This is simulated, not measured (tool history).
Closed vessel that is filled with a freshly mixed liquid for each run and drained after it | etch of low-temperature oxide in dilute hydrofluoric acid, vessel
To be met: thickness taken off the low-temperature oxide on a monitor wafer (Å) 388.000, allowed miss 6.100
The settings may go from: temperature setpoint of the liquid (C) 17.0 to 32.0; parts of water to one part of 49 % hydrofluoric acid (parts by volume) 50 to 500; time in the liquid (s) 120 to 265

run,hour,temperature setpoint of the liquid (C),parts of water to one part of 49 % hydrofluoric acid (parts by volume),time in the liquid (s),thickness taken off the low-temperature oxide on a monitor wafer (Å)
1,0.0,24.0,275,265,100.550
2,7.7,25.0,245,265,121.270
3,13.7,25.0,245,120,54.650
4,23.2,25.0,320,120,39.121
5,31.2,27.0,320,120,41.214
6,39.4,27.0,410,120,29.526
7,47.5,31.0,300,265,112.960
8,49.0,31.0,280,265,123.680
9,57.4,31.0,260,265,138.340
10,63.7,31.0,260,265,138.360
11,65.4,31.0,260,265,137.950
12,68.2,31.0,240,265,152.220
13,70.8,31.0,220,265,169.570
14,76.3,31.0,205,265,186.840
15,85.4,31.0,190,265,206.150
# hour 92.0: hydrofluoric acid flow meter replaced
16,92.0,31.0,180,265,249.510
17,101.1,31.0,175,265,257.410
18,108.2,31.0,170,265,269.810
19,109.6,31.0,165,265,278.020

5 next moves are on the table. One of them brings every result within its allowed miss. Which?
A,111.0,31.0,125,265,?
B,111.0,32.0,125,265,?
C,111.0,30.5,120,265,?
D,111.0,29.5,115,265,?
E,111.0,28.0,110,265,?

move,thickness taken off the low-temperature oxide on a monitor wafer (Å)
A,387.540
B,401.810
C,399.150
D,404.170
E,402.110
A: meets every target
B: takes the result that was furthest off past its target
C: takes the result that was furthest off past its target
D: takes the result that was furthest off past its target
E: takes the result that was furthest off past its target
Answer: A
